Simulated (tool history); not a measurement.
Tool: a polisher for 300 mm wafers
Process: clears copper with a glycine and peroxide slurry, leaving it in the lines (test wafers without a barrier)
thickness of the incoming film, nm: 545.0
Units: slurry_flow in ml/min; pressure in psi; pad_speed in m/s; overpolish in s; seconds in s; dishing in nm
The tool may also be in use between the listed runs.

run 1 hour=0 | slurry_flow=230 pressure=1.8 pad_speed=0.9 overpolish=19 | seconds=132.68 dishing=52.654
run 2 hour=1.7 | slurry_flow=230 pressure=1.8 pad_speed=0.9 overpolish=22 | seconds=129.49 dishing=58.855
run 3 hour=2.7 | slurry_flow=230 pressure=1.8 pad_speed=0.68 overpolish=22 | seconds=147.44 dishing=54.514
run 4 hour=5.2 | slurry_flow=280 pressure=1.8 pad_speed=0.68 overpolish=22 | seconds=150.36 dishing=54.854
run 5 hour=6.3 | slurry_flow=280 pressure=1.8 pad_speed=0.54 overpolish=22 | seconds=160.35 dishing=50.233
run 6 hour=9.9 | slurry_flow=280 pressure=1.9 pad_speed=0.54 overpolish=20 | seconds=154.56 dishing=47.991
run 7 hour=17.4 | slurry_flow=280 pressure=1.9 pad_speed=0.54 overpolish=18 | seconds=159.94 dishing=44.968
run 8 hour=21.6 | slurry_flow=280 pressure=1.9 pad_speed=0.54 overpolish=18 | seconds=153.09 dishing=43.673
run 9 hour=28.6 | slurry_flow=280 pressure=1.9 pad_speed=0.54 overpolish=17 | seconds=161.1 dishing=41.578
run 10 hour=29.3 | slurry_flow=280 pressure=2 pad_speed=0.54 overpolish=16 | seconds=144.66 dishing=40.727

Forecast run 11:
run 11 hour=37.2 | slurry_flow=280 pressure=2 pad_speed=0.52 overpolish=15 | seconds=? dishing=?

seconds: 151.22 s
dishing: 38.53 nm
